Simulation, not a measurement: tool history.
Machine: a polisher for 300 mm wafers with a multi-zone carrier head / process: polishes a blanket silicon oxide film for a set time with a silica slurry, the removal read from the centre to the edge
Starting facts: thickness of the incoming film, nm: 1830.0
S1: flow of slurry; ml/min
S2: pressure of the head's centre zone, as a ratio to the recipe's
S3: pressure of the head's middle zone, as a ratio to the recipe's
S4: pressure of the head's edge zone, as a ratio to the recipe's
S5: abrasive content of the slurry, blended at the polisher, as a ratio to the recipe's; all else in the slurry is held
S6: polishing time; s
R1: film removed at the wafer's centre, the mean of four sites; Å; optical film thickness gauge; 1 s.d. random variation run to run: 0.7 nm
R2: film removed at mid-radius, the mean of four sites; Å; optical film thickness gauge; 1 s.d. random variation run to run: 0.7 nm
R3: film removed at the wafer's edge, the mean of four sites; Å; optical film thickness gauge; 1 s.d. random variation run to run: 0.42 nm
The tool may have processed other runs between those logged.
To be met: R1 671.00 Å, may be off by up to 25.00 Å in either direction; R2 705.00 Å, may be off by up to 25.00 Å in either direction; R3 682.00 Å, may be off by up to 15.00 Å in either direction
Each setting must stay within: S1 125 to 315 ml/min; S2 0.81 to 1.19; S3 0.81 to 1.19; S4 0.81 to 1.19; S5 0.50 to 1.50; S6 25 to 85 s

run	hour	S1	S2	S3	S4	S5	S6	R1	R2	R3
1	0.0	205	1.00	1.00	1.00	1.00	55	1155.40	1143.70	1143.00
2	3.2	205	1.06	1.00	1.00	1.00	55	1194.70	1123.10	1143.20
3	8.6	195	1.03	0.99	0.98	0.90	53	1050.30	1006.60	1005.30
4	12.1	150	1.03	0.99	0.98	0.90	53	1010.90	971.61	989.06
5	19.0	150	1.00	0.98	0.96	0.80	52	883.32	881.81	891.41
6	26.0	155	0.99	0.97	0.94	0.75	52	848.13	817.82	829.18
7	31.7	155	0.96	0.97	0.92	0.75	52	828.67	817.90	831.74
8	33.7	155	0.94	0.98	0.90	0.70	52	771.45	797.13	788.48

Consider the 5 candidate settings below. Which is the only one whose results all fall within their allowed miss of target?
A	35.7	125	0.96	1.03	0.94	0.55	57	?	?	?
B	35.7	125	0.88	0.95	1.01	0.65	49	?	?	?
C	35.7	125	0.81	0.85	0.97	0.65	55	?	?	?
D	35.7	130	0.81	0.98	0.95	0.65	50	?	?	?
E	35.7	165	0.94	1.05	0.90	0.70	58	?	?	?

move	R1	R2	R3
A	663.29	701.29	680.41
B	624.89	659.81	709.80
C	659.06	675.56	782.42
D	604.40	696.13	706.56
E	870.91	945.84	873.34
A: hits every target within its allowed miss
B: gains on the last run, yet a result remains outside its allowed miss
C: gains on the last run, yet a result remains outside its allowed miss
D: gains on the last run, yet a result remains outside its allowed miss
E: the biggest miss grows against the last run
A meets every target.
